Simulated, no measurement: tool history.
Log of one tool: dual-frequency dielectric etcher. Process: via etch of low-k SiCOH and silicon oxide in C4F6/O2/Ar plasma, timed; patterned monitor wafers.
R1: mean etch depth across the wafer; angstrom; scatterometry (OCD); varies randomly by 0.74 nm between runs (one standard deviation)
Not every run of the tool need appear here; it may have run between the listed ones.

run 1 hour=0 | source_power_(W)=250 bias_power_(W)=246 etch_time_(s)=67 | R1=1691
run 2 hour=3.9 | source_power_(W)=210 bias_power_(W)=246 etch_time_(s)=67 | R1=1615.4
run 3 hour=11.7 | source_power_(W)=210 bias_power_(W)=272 etch_time_(s)=67 | R1=1692.4
run 4 hour=20.4 | source_power_(W)=190 bias_power_(W)=272 etch_time_(s)=67 | R1=1640.3
run 5 hour=21.3 | source_power_(W)=180 bias_power_(W)=263 etch_time_(s)=67 | R1=1608.1
run 6 hour=24.2 | source_power_(W)=180 bias_power_(W)=263 etch_time_(s)=70 | R1=1662.8
run 7 hour=29.8 | source_power_(W)=170 bias_power_(W)=251 etch_time_(s)=70 | R1=1636.9

Run 8 has not been measured yet. What should we expect?
run 8 hour=33.2 | source_power_(W)=170 bias_power_(W)=237 etch_time_(s)=70 | R1=?

R1: 1576 angstrom
